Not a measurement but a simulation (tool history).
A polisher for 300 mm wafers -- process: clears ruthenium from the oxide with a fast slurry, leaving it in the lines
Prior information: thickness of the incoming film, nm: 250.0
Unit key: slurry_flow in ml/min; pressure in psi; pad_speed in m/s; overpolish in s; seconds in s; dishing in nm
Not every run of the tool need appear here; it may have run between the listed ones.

run,hour,slurry_flow,pressure,pad_speed,slurry_solids,overpolish,seconds,dishing
1,0,235,2.8,0.84,1,30,74.311,64.307
2,0.6,235,2.8,0.84,0.9,30,77.465,62.005
3,4.5,235,2.6,0.78,0.8,25,97.381,46.851
4,8,235,2.4,0.76,0.75,21,110.7,35.55
5,16.2,235,2.4,0.76,0.75,32,106.6,50.07
6,24,235,1.9,0.76,0.75,32,136.55,42.99
7,29.9,250,2.1,0.66,0.7,26,145.17,33.996

Run 8 comes next. What will it give?
8,35.6,280,2.2,0.62,0.65,22,?,?

Run 8 yielded seconds 158.11 s, dishing 27.049 nm.
